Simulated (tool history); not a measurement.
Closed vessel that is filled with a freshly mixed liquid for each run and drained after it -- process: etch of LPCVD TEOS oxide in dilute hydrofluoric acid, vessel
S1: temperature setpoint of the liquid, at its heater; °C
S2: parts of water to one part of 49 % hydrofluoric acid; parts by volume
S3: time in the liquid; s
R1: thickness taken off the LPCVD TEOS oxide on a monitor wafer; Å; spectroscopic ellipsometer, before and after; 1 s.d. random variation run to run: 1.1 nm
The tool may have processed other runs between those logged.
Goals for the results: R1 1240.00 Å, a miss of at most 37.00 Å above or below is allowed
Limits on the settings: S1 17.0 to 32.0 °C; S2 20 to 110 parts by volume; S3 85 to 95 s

Run 1, hour 0.0: S1 24.0 °C, S2 60 parts by volume, S3 85 s. Result: R1 761.98 Å.
Run 2, hour 6.1: S1 24.0 °C, S2 75 parts by volume, S3 85 s. Result: R1 599.87 Å.
Run 3, hour 7.8: S1 22.0 °C, S2 75 parts by volume, S3 85 s. Result: R1 550.02 Å.
Run 4, hour 15.9: S1 25.0 °C, S2 65 parts by volume, S3 85 s. Result: R1 722.59 Å.
Run 5, hour 18.6: S1 27.0 °C, S2 60 parts by volume, S3 85 s. Result: R1 856.34 Å.
Run 6, hour 22.0: S1 28.5 °C, S2 55 parts by volume, S3 85 s. Result: R1 999.22 Å.
Run 7, hour 27.2: S1 29.5 °C, S2 55 parts by volume, S3 85 s. Result: R1 1043.30 Å.
Run 8, hour 33.0: S1 30.5 °C, S2 55 parts by volume, S3 85 s. Result: R1 1078.70 Å.

Which of these 4 next moves meets every target?
Run A, hour 38.8: S1 30.5 °C, S2 45 parts by volume, S3 85 s. Result: R1 ?.
Run B, hour 38.8: S1 32.0 °C, S2 50 parts by volume, S3 90 s. Result: R1 ?.
Run C, hour 38.8: S1 29.0 °C, S2 50 parts by volume, S3 85 s. Result: R1 ?.
Run D, hour 38.8: S1 30.0 °C, S2 50 parts by volume, S3 90 s. Result: R1 ?.

move       R1
   A  1359.50
   B  1362.60
   C  1144.50
   D  1260.50
A: carries the result that was furthest off beyond its target, to the other side
B: carries the result that was furthest off beyond its target, to the other side
C: gains on the last run, yet a result remains outside its allowed miss
D: in spec on every target
Answer: D

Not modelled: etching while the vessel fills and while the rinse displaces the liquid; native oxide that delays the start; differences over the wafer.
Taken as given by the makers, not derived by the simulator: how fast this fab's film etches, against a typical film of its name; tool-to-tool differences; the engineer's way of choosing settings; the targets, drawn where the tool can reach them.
